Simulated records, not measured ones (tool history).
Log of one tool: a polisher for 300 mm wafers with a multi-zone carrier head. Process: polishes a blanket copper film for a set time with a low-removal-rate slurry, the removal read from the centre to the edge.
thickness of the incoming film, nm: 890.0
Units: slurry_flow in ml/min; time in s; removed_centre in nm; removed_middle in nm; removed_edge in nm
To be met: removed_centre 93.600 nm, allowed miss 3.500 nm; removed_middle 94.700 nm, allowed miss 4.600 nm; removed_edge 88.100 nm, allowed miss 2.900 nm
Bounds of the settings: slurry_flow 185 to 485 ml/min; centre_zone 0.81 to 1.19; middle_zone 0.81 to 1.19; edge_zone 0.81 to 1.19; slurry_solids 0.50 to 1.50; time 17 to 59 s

run	hour	slurry_flow	centre_zone	middle_zone	edge_zone	slurry_solids	time	removed_centre	removed_middle	removed_edge
1	0.0	310	1.00	1.00	1.00	1.00	38	127.970	125.530	128.390
2	8.0	310	1.00	1.01	0.97	0.90	36	118.910	117.040	117.000
3	9.4	310	1.00	1.01	0.95	0.80	35	112.300	110.720	109.480
4	11.3	310	1.00	1.01	0.98	0.80	35	113.150	112.810	112.960
5	12.6	310	1.00	1.01	0.98	0.80	40	128.540	128.540	126.670
6	13.7	310	1.00	1.01	1.02	0.80	40	129.210	128.250	132.300
7	18.8	310	0.99	1.00	0.99	0.75	38	118.660	119.990	121.840
8	25.6	320	1.03	1.00	0.89	0.50	29	90.930	86.486	82.540
9	30.7	325	1.03	1.01	0.90	0.50	29	90.442	87.082	82.174
10	37.0	325	1.03	1.02	0.91	0.50	29	89.217	90.177	82.066
11	44.5	325	1.03	1.02	0.92	0.50	29	89.086	90.400	83.510

Which of these 5 next moves meets every target?
A	52.0	325	1.10	1.12	0.85	0.55	27	?	?	?
B	52.0	345	0.99	1.06	0.92	0.55	27	?	?	?
C	52.0	350	1.13	1.18	0.81	0.50	29	?	?	?
D	52.0	345	0.92	1.06	1.06	0.50	29	?	?	?
E	52.0	305	1.03	1.05	0.94	0.55	30	?	?	?

move	removed_centre	removed_middle	removed_edge
A	90.398	90.398	75.579
B	81.664	86.668	78.685
C	98.975	100.650	78.604
D	80.296	91.769	89.165
E	93.446	94.605	87.680
A: further off than the last run
B: further off than the last run
C: further off than the last run
D: brings the result that was furthest off to its target, and leaves another outside
E: meets every target
Move E is the one to make.
